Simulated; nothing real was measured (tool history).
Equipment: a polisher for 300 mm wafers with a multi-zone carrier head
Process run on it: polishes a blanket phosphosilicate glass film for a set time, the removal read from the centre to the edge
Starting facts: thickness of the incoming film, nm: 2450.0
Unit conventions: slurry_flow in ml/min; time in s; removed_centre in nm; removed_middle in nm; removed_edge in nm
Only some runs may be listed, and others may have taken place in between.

run  hour  slurry_flow  centre_zone  middle_zone  edge_zone  slurry_solids  time  removed_centre  removed_middle  removed_edge
  1   0.0          180         1.00         1.00       1.00            1.0    71          535.09          529.50        547.38
  2   7.0          180         1.00         1.00       1.03            1.0    71          538.62          534.14        552.62
  3   8.6          170         0.99         1.02       1.01            1.0    71          525.44          537.56        538.81
  4  13.9          160         0.98         1.03       1.01            1.0    71          515.42          520.29        548.40
  5  15.9          165         0.97         1.05       0.98            1.0    71          516.63          553.51        537.96
  6  23.9          165         1.03         1.05       0.98            1.0    71          533.14          546.87        536.95
     27.0  -- slurry nozzle cleaned
  7  27.0          155         1.01         1.06       0.97            1.0    71          558.53          583.52        550.95

The next listed run, before its measurement:
  8  31.1          160         0.99         1.05       0.96            1.0    71               ?               ?             ?

Run 8 produced removed_centre 561.86 nm, removed_middle 573.84 nm, removed_edge 564.92 nm.

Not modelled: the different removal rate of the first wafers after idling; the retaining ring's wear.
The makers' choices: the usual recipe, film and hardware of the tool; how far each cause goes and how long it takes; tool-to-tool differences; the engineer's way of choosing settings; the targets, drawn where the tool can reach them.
